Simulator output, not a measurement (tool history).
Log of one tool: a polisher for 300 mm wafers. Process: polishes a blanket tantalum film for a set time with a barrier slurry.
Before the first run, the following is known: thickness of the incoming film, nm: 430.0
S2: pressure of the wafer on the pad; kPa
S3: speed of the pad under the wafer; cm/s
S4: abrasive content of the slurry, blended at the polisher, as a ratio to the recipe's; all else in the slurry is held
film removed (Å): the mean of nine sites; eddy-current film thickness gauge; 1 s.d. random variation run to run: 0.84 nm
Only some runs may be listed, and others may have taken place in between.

run 1 hour=0 | flow_of_slurry_(ml/min)=270 S2=13.1 S3=122 S4=1 polishing_time_(s)=32 | film_removed_(Å)=707.13
run 2 hour=2.2 | flow_of_slurry_(ml/min)=270 S2=13.1 S3=148 S4=1 polishing_time_(s)=32 | film_removed_(Å)=839.82
run 3 hour=6.8 | flow_of_slurry_(ml/min)=270 S2=13.1 S3=148 S4=0.8 polishing_time_(s)=32 | film_removed_(Å)=765.05
run 4 hour=13.5 | flow_of_slurry_(ml/min)=270 S2=11 S3=148 S4=0.8 polishing_time_(s)=32 | film_removed_(Å)=665.1
run 5 hour=17.3 | flow_of_slurry_(ml/min)=275 S2=13.1 S3=148 S4=0.8 polishing_time_(s)=32 | film_removed_(Å)=771.35
run 6 hour=26.2 | flow_of_slurry_(ml/min)=275 S2=14.5 S3=148 S4=0.8 polishing_time_(s)=32 | film_removed_(Å)=851.36
run 7 hour=27.6 | flow_of_slurry_(ml/min)=280 S2=15.2 S3=148 S4=0.8 polishing_time_(s)=32 | film_removed_(Å)=873.18

The next listed run, before its measurement:
run 8 hour=34.2 | flow_of_slurry_(ml/min)=280 S2=15.9 S3=148 S4=0.8 polishing_time_(s)=32 | film_removed_(Å)=?

{"run 8": {"film removed (Å)": 908.89}}

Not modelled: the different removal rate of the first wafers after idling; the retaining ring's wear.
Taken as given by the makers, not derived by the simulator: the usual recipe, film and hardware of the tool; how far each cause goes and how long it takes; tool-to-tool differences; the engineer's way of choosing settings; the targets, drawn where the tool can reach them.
